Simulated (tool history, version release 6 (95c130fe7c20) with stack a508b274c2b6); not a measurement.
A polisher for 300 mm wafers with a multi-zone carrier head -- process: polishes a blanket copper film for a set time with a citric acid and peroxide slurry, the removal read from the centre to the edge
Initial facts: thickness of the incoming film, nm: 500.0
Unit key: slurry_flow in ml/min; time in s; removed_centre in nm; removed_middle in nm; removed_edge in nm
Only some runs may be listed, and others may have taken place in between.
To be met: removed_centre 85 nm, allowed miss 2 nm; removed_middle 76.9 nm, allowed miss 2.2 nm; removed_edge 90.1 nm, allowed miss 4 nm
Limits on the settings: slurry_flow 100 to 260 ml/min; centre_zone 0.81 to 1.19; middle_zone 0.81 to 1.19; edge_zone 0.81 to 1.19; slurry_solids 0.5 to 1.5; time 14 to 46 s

{"run": 1, "day": 0.0, "slurry_flow": 165, "centre_zone": 1, "middle_zone": 1, "edge_zone": 1, "slurry_solids": 1, "time": 30, "removed_centre": 70.819, "removed_middle": 70.425, "removed_edge": 70.959}
{"run": 2, "day": 0.208, "slurry_flow": 165, "centre_zone": 1, "middle_zone": 1, "edge_zone": 1, "slurry_solids": 1.1, "time": 30, "removed_centre": 70.271, "removed_middle": 71.72, "removed_edge": 71.177}
{"run": 3, "day": 0.242, "slurry_flow": 180, "centre_zone": 1.01, "middle_zone": 0.97, "edge_zone": 1.05, "slurry_solids": 1.15, "time": 31, "removed_centre": 76.811, "removed_middle": 74.777, "removed_edge": 74.877}
{"run": 4, "day": 0.325, "slurry_flow": 180, "centre_zone": 0.96, "middle_zone": 0.97, "edge_zone": 1.05, "slurry_solids": 1.15, "time": 31, "removed_centre": 73.336, "removed_middle": 74.35, "removed_edge": 76.103}
{"run": 5, "day": 0.429, "slurry_flow": 180, "centre_zone": 0.95, "middle_zone": 0.93, "edge_zone": 1.08, "slurry_solids": 1.2, "time": 32, "removed_centre": 74.959, "removed_middle": 75.818, "removed_edge": 82.152}
{"run": 6, "day": 0.671, "slurry_flow": 180, "centre_zone": 0.88, "middle_zone": 0.93, "edge_zone": 1.08, "slurry_solids": 1.2, "time": 32, "removed_centre": 68.386, "removed_middle": 75.725, "removed_edge": 82.106}
{"run": 7, "day": 0.983, "slurry_flow": 195, "centre_zone": 0.9, "middle_zone": 0.91, "edge_zone": 1.11, "slurry_solids": 1.2, "time": 32, "removed_centre": 71.351, "removed_middle": 75.398, "removed_edge": 82.416}
{"run": 8, "day": 1.279, "slurry_flow": 195, "centre_zone": 0.92, "middle_zone": 0.89, "edge_zone": 1.12, "slurry_solids": 1.25, "time": 32, "removed_centre": 73.654, "removed_middle": 74.971, "removed_edge": 85.96}
{"run": 9, "day": 1.392, "slurry_flow": 195, "centre_zone": 0.92, "middle_zone": 0.89, "edge_zone": 1.12, "slurry_solids": 1.25, "time": 32, "removed_centre": 73.332, "removed_middle": 76.692, "removed_edge": 85.184}
{"run": 10, "day": 1.575, "slurry_flow": 200, "centre_zone": 0.95, "middle_zone": 0.87, "edge_zone": 1.14, "slurry_solids": 1.25, "time": 32, "removed_centre": 76.415, "removed_middle": 76.074, "removed_edge": 85.527}
{"run": 11, "day": 1.767, "slurry_flow": 200, "centre_zone": 0.97, "middle_zone": 0.85, "edge_zone": 1.15, "slurry_solids": 1.3, "time": 32, "removed_centre": 79.104, "removed_middle": 74.068, "removed_edge": 87.757}
{"run": 12, "day": 2.142, "slurry_flow": 210, "centre_zone": 0.98, "middle_zone": 0.85, "edge_zone": 1.15, "slurry_solids": 1.3, "time": 32, "removed_centre": 80.96, "removed_middle": 74.587, "removed_edge": 85.173}
{"run": 13, "day": 2.267, "slurry_flow": 210, "centre_zone": 0.98, "middle_zone": 0.85, "edge_zone": 1.16, "slurry_solids": 1.35, "time": 32, "removed_centre": 81.519, "removed_middle": 76.199, "removed_edge": 89.012}
{"run": 14, "day": 2.392, "slurry_flow": 215, "centre_zone": 0.99, "middle_zone": 0.85, "edge_zone": 1.16, "slurry_solids": 1.35, "time": 32, "removed_centre": 81.752, "removed_middle": 75.671, "removed_edge": 89.148}

Which of these 5 next moves meets every target?
{"run": "A", "day": 2.517, "slurry_flow": 215, "centre_zone": 0.98, "middle_zone": 0.81, "edge_zone": 1.13, "slurry_solids": 1.4, "time": 33, "removed_centre": "?", "removed_middle": "?", "removed_edge": "?"}
{"run": "B", "day": 2.517, "slurry_flow": 245, "centre_zone": 0.91, "middle_zone": 0.82, "edge_zone": 1.19, "slurry_solids": 1.3, "time": 32, "removed_centre": "?", "removed_middle": "?", "removed_edge": "?"}
{"run": "C", "day": 2.517, "slurry_flow": 200, "centre_zone": 0.98, "middle_zone": 0.81, "edge_zone": 1.17, "slurry_solids": 1.35, "time": 32, "removed_centre": "?", "removed_middle": "?", "removed_edge": "?"}
{"run": "D", "day": 2.517, "slurry_flow": 215, "centre_zone": 0.95, "middle_zone": 0.86, "edge_zone": 1.19, "slurry_solids": 1.5, "time": 32, "removed_centre": "?", "removed_middle": "?", "removed_edge": "?"}
{"run": "E", "day": 2.517, "slurry_flow": 220, "centre_zone": 0.94, "middle_zone": 0.85, "edge_zone": 1.19, "slurry_solids": 1.4, "time": 32, "removed_centre": "?", "removed_middle": "?", "removed_edge": "?"}

move=A removed_centre=83.905 removed_middle=76.081 removed_edge=89.652
move=B removed_centre=75.626 removed_middle=74.231 removed_edge=88.897
move=C removed_centre=79.796 removed_middle=72.433 removed_edge=87.134
move=D removed_centre=80.119 removed_middle=77.262 removed_edge=90.675
move=E removed_centre=78.296 removed_middle=75.838 removed_edge=89.473
A: all results land within tolerance of their targets
B: misses by more than the last run did
C: misses by more than the last run did
D: misses by more than the last run did
E: misses by more than the last run did
Correct choice: A, which meets every target
